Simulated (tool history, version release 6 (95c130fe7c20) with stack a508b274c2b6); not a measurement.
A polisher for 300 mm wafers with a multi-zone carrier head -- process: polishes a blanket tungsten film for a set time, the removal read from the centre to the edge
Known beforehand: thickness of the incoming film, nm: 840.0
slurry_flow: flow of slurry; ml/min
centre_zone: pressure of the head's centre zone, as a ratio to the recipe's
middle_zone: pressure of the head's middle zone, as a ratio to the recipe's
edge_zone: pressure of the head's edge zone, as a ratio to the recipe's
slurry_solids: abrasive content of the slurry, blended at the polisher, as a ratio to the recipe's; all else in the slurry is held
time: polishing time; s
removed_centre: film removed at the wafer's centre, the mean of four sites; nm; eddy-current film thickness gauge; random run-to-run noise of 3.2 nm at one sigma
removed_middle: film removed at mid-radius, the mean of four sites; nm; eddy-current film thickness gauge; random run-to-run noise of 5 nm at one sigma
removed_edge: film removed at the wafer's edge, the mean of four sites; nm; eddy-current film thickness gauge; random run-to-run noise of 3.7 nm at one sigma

{"run": 1, "day": 0.0, "slurry_flow": 125, "centre_zone": 1, "middle_zone": 1, "edge_zone": 1, "slurry_solids": 1, "time": 40, "removed_centre": 303.16, "removed_middle": 311.75, "removed_edge": 305.8}
{"run": 2, "day": 0.196, "slurry_flow": 125, "centre_zone": 1, "middle_zone": 1, "edge_zone": 0.92, "slurry_solids": 1, "time": 40, "removed_centre": 308.84, "removed_middle": 306.76, "removed_edge": 296.38}
{"run": 3, "day": 0.567, "slurry_flow": 135, "centre_zone": 0.98, "middle_zone": 1.03, "edge_zone": 0.96, "slurry_solids": 1.05, "time": 40, "removed_centre": 309.67, "removed_middle": 317.53, "removed_edge": 310.14}
{"run": 4, "day": 0.779, "slurry_flow": 135, "centre_zone": 0.98, "middle_zone": 1.03, "edge_zone": 0.96, "slurry_solids": 0.95, "time": 40, "removed_centre": 300.09, "removed_middle": 314.61, "removed_edge": 292.12}
{"run": 5, "day": 0.883, "slurry_flow": 140, "centre_zone": 0.96, "middle_zone": 1.07, "edge_zone": 0.98, "slurry_solids": 1, "time": 41, "removed_centre": 310.08, "removed_middle": 344.19, "removed_edge": 305.29}
{"run": 6, "day": 1.167, "slurry_flow": 145, "centre_zone": 0.95, "middle_zone": 1.08, "edge_zone": 1.01, "slurry_solids": 1.05, "time": 41, "removed_centre": 312.15, "removed_middle": 350.26, "removed_edge": 318.99}
{"run": 7, "day": 1.254, "slurry_flow": 150, "centre_zone": 0.94, "middle_zone": 1.1, "edge_zone": 1.04, "slurry_solids": 1.1, "time": 41, "removed_centre": 316.61, "removed_middle": 358.63, "removed_edge": 332.53}

Forecast run 8:
{"run": 8, "day": 1.342, "slurry_flow": 155, "centre_zone": 0.93, "middle_zone": 1.12, "edge_zone": 1.06, "slurry_solids": 1.1, "time": 41, "removed_centre": "?", "removed_middle": "?", "removed_edge": "?"}

removed_centre: 319.17 nm
removed_middle: 365.37 nm
removed_edge: 331.88 nm
